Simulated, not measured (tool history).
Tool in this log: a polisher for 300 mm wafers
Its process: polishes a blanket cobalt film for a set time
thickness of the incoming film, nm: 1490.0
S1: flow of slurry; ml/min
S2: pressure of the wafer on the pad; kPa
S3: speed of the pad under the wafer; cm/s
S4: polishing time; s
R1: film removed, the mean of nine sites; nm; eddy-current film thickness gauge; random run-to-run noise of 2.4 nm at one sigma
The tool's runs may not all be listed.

run	hour	S1	S2	S3	S4	R1
1	0.0	125	9.7	128	71	293.61
2	8.9	125	8.3	126	71	245.81
3	15.3	125	7.6	126	71	233.68
4	21.9	125	6.9	124	71	209.21
5	24.1	125	9.0	124	71	265.98
6	26.6	125	9.0	100	71	223.15
7	32.5	125	8.3	100	71	212.27

Run 8 comes next. What will it give?
8	40.3	115	5.5	96	71	?

Run 8 came out at R1 132.05 nm.
